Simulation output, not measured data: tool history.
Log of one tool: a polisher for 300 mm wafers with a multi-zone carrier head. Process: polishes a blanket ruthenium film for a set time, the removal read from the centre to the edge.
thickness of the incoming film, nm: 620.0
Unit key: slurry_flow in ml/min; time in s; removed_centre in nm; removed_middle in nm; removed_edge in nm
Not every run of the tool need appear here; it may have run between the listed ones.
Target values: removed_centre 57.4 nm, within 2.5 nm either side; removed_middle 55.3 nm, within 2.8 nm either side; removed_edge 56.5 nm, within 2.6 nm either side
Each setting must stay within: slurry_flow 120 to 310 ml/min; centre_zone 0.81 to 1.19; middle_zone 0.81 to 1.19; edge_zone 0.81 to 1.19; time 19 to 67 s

{"run": 1, "hour": 0.0, "slurry_flow": 200, "centre_zone": 1, "middle_zone": 1, "edge_zone": 1, "time": 43, "removed_centre": 44.012, "removed_middle": 45.362, "removed_edge": 43.886}
{"run": 2, "hour": 5.3, "slurry_flow": 205, "centre_zone": 1.02, "middle_zone": 1, "edge_zone": 1.03, "time": 45, "removed_centre": 47.409, "removed_middle": 47.243, "removed_edge": 47.276}
{"run": 3, "hour": 10.3, "slurry_flow": 210, "centre_zone": 1.04, "middle_zone": 1.02, "edge_zone": 1.06, "time": 46, "removed_centre": 49.926, "removed_middle": 49.227, "removed_edge": 48.373}
{"run": 4, "hour": 11.7, "slurry_flow": 210, "centre_zone": 1.04, "middle_zone": 1.02, "edge_zone": 1.06, "time": 36, "removed_centre": 39.828, "removed_middle": 38.421, "removed_edge": 37.979}
{"run": 5, "hour": 16.3, "slurry_flow": 210, "centre_zone": 1.04, "middle_zone": 1.02, "edge_zone": 1.07, "time": 40, "removed_centre": 43.178, "removed_middle": 42.446, "removed_edge": 42.574}
{"run": 6, "hour": 19.4, "slurry_flow": 210, "centre_zone": 1.1, "middle_zone": 1.02, "edge_zone": 1.07, "time": 40, "removed_centre": 46.279, "removed_middle": 42.428, "removed_edge": 42.815}
{"run": 7, "hour": 20.3, "slurry_flow": 210, "centre_zone": 1.09, "middle_zone": 1.02, "edge_zone": 1.08, "time": 43, "removed_centre": 48.994, "removed_middle": 45.883, "removed_edge": 44.852}
{"run": 8, "hour": 27.2, "slurry_flow": 215, "centre_zone": 1.08, "middle_zone": 1.01, "edge_zone": 1.09, "time": 45, "removed_centre": 51.413, "removed_middle": 47.868, "removed_edge": 47.578}
{"run": 9, "hour": 34.7, "slurry_flow": 210, "centre_zone": 1.07, "middle_zone": 1, "edge_zone": 1.1, "time": 47, "removed_centre": 52.21, "removed_middle": 49.597, "removed_edge": 50.366}

Below are 5 possible settings for the next run. Only one of them brings all results inside the allowed miss of their targets. Which is it?
{"run": "A", "hour": 42.2, "slurry_flow": 200, "centre_zone": 0.84, "middle_zone": 1.01, "edge_zone": 1.08, "time": 61, "removed_centre": "?", "removed_middle": "?", "removed_edge": "?"}
{"run": "B", "hour": 42.2, "slurry_flow": 225, "centre_zone": 1.19, "middle_zone": 1.11, "edge_zone": 0.92, "time": 41, "removed_centre": "?", "removed_middle": "?", "removed_edge": "?"}
{"run": "C", "hour": 42.2, "slurry_flow": 230, "centre_zone": 1.07, "middle_zone": 1.01, "edge_zone": 1.12, "time": 51, "removed_centre": "?", "removed_middle": "?", "removed_edge": "?"}
{"run": "D", "hour": 42.2, "slurry_flow": 170, "centre_zone": 0.87, "middle_zone": 1.09, "edge_zone": 1.19, "time": 59, "removed_centre": "?", "removed_middle": "?", "removed_edge": "?"}
{"run": "E", "hour": 42.2, "slurry_flow": 195, "centre_zone": 0.9, "middle_zone": 0.89, "edge_zone": 1.19, "time": 57, "removed_centre": "?", "removed_middle": "?", "removed_edge": "?"}

move=A removed_centre=53.141 removed_middle=63.283 removed_edge=65.508
move=B removed_centre=51.573 removed_middle=45.749 removed_edge=41.514
move=C removed_centre=57.773 removed_middle=53.731 removed_edge=56.372
move=D removed_centre=51.999 removed_middle=62.861 removed_edge=65.135
move=E removed_centre=53.012 removed_middle=54.521 removed_edge=63.913
A: pushes the last run's worst result past its target
B: moves away from the targets compared with the last run
C: all results land within tolerance of their targets
D: pushes the last run's worst result past its target
E: pushes the last run's worst result past its target
Move C is the one to make.
